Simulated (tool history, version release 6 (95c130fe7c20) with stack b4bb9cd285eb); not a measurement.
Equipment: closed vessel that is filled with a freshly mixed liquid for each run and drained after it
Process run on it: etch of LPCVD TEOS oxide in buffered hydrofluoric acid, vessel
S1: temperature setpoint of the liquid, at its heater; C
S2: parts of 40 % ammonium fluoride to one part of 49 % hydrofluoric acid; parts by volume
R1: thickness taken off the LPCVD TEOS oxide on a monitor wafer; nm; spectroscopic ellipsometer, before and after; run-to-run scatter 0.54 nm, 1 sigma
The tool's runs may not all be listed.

run 1 day=0 | S1=21 S2=22 time_in_the_liquid_(s)=30 | R1=27.243
run 2 day=0.167 | S1=21 S2=22 time_in_the_liquid_(s)=30 | R1=27.919
run 3 day=0.346 | S1=21 S2=22 time_in_the_liquid_(s)=30 | R1=27.398
run 4 day=0.675 | S1=23 S2=22 time_in_the_liquid_(s)=30 | R1=30.886
run 5 day=0.912 | S1=23 S2=22 time_in_the_liquid_(s)=30 | R1=31.365
run 6 day=0.962 | S1=25.5 S2=22 time_in_the_liquid_(s)=30 | R1=35.276
run 7 day=1.05 | S1=26.5 S2=19 time_in_the_liquid_(s)=30 | R1=42.138

Forecast run 8:
run 8 day=1.196 | S1=27.5 S2=17.5 time_in_the_liquid_(s)=30 | R1=?

{"run 8": {"R1": 47.971}}
